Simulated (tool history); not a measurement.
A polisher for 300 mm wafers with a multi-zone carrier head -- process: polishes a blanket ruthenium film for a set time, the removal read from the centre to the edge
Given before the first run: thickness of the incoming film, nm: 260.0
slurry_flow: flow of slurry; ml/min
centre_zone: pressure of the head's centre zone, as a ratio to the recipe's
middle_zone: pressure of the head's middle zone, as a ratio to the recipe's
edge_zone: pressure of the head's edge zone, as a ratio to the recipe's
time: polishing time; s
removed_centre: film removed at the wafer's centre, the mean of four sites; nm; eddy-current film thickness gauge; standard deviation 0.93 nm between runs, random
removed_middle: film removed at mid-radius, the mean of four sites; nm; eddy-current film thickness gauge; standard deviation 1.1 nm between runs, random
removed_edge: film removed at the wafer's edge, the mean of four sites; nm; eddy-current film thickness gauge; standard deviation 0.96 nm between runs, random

run	hour	slurry_flow	centre_zone	middle_zone	edge_zone	time	removed_centre	removed_middle	removed_edge
1	0	135	1	1	1	79	83.945	81.827	83.737
2	1.8	135	1	1.07	1	79	84.383	88.337	83.596
3	4.7	135	1.08	1.07	1	79	91.855	85.586	84.056
4	12.6	140	1.06	1.06	1.04	84	94.197	93.53	91.328
5	20	155	1.06	1.06	1.04	84	97.078	93.872	91.409
6	21	145	1.06	1.05	1.06	89	100.92	98.552	97.666
7	26.1	140	1.06	1.04	1.08	93	104.86	100.73	101.35
8	29.7	145	1.04	1.02	1.1	97	108.05	102.7	108.33
9	30.9	150	1.03	1.02	1.12	99	111.54	106.08	110.45
10	38.6	150	1.03	1.02	1.12	99	112.12	106.43	112.89
11	42.7	185	0.95	1.02	1.19	104	110.33	114.62	123.26
12	43.6	185	0.95	1.02	1.19	105	111.62	117.08	123.02

What does the tool deliver on the next run?
13	47.4	185	0.95	1.01	1.19	106	?	?	?

removed_centre: 111.13 nm
removed_middle: 115.17 nm
removed_edge: 125.97 nm
